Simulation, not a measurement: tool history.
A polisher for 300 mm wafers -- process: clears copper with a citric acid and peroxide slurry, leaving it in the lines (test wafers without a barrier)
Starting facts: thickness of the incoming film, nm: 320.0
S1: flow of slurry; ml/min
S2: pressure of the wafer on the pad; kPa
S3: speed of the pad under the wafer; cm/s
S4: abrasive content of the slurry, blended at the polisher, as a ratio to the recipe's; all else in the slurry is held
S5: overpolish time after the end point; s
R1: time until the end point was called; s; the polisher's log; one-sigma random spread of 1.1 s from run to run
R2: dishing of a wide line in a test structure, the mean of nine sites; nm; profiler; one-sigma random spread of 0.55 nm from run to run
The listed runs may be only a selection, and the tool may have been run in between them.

| run | hour | S1 | S2 | S3 | S4 | S5 | R1 | R2 |
|---|---|---|---|---|---|---|---|---|
| 1 | 0.0 | 310 | 20.0 | 120 | 1.0 | 23 | 138.140 | 27.819 |
| 2 | 0.8 | 310 | 20.0 | 120 | 0.9 | 23 | 141.960 | 26.643 |
| 3 | 8.8 | 310 | 22.8 | 120 | 0.9 | 23 | 121.850 | 31.184 |
| 4 | 11.4 | 355 | 22.8 | 120 | 0.9 | 23 | 121.470 | 30.829 |
| 5 | 14.6 | 355 | 22.8 | 144 | 0.9 | 23 | 107.440 | 34.347 |
| 6 | 20.3 | 355 | 24.8 | 144 | 0.9 | 23 | 99.546 | 37.009 |
| 7 | 21.9 | 355 | 24.1 | 144 | 0.9 | 21 | 102.620 | 33.994 |

Run 8 has not been measured yet. What should we expect?
| 8 | 27.2 | 355 | 24.1 | 144 | 0.9 | 19 | ? | ? |

{"run 8": {"R1": 103.52, "R2": 31.151}}
